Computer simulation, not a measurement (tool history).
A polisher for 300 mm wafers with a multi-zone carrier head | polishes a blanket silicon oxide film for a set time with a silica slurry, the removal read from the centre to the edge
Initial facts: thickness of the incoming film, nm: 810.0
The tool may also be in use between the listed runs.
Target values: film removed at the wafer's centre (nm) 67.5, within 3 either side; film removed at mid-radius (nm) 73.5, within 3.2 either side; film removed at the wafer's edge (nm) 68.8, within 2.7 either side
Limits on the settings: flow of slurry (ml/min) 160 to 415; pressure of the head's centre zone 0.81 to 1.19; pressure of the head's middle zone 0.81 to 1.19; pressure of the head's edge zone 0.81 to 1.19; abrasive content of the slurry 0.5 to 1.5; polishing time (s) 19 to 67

| run | day | flow of slurry (ml/min) | pressure of the head's centre zone | pressure of the head's middle zone | pressure of the head's edge zone | abrasive content of the slurry | polishing time (s) | film removed at the wafer's centre (nm) | film removed at mid-radius (nm) | film removed at the wafer's edge (nm) |
|---|---|---|---|---|---|---|---|---|---|---|
| 1 | 0 | 265 | 1 | 1 | 1 | 1 | 43 | 102.05 | 101.02 | 100.64 |
| 2 | 0.229 | 265 | 0.99 | 1 | 0.99 | 0.95 | 43 | 94.612 | 97.278 | 96.838 |
| 3 | 0.467 | 265 | 0.99 | 1 | 0.93 | 0.95 | 43 | 97.778 | 97.839 | 93.843 |
| 4 | 0.758 | 265 | 0.98 | 1 | 0.92 | 0.9 | 43 | 92.561 | 92.857 | 91.635 |
| 5 | 1.083 | 265 | 0.98 | 1.01 | 0.91 | 0.85 | 43 | 89.462 | 90.725 | 90.162 |
| 6 | 1.408 | 265 | 1.03 | 1.01 | 0.91 | 0.85 | 43 | 95.415 | 92.187 | 88.685 |
| 7 | 1.483 | 255 | 0.93 | 1.06 | 0.85 | 0.6 | 39 | 61.681 | 68.374 | 62.574 |
| 8 | 1.558 | 260 | 0.93 | 1.06 | 0.86 | 0.6 | 39 | 60.817 | 68.04 | 61.784 |
| 9 | 1.875 | 260 | 0.93 | 1.06 | 0.87 | 0.6 | 39 | 61.543 | 69.114 | 62.55 |

Below are 4 possible settings for the next run. Only one of them brings all results inside the allowed miss of their targets. Which is it?
| A | 2.192 | 250 | 0.85 | 0.92 | 0.88 | 0.65 | 45 | ? | ? | ? |
| B | 2.192 | 230 | 0.95 | 0.86 | 0.91 | 0.7 | 41 | ? | ? | ? |
| C | 2.192 | 245 | 0.99 | 1.12 | 1.02 | 0.6 | 40 | ? | ? | ? |
| D | 2.192 | 215 | 0.86 | 0.93 | 0.95 | 0.7 | 43 | ? | ? | ? |

| move | film removed at the wafer's centre (nm) | film removed at mid-radius (nm) | film removed at the wafer's edge (nm) |
|---|---|---|---|
| A | 68.497 | 75.698 | 76.643 |
| B | 72.641 | 68.309 | 74.125 |
| C | 66.895 | 73.602 | 68.602 |
| D | 68.284 | 75.331 | 78.741 |
A: takes the biggest miss from the last run beyond its target
B: takes the biggest miss from the last run beyond its target
C: every result lands within tolerance
D: takes the biggest miss from the last run beyond its target
Answer: C

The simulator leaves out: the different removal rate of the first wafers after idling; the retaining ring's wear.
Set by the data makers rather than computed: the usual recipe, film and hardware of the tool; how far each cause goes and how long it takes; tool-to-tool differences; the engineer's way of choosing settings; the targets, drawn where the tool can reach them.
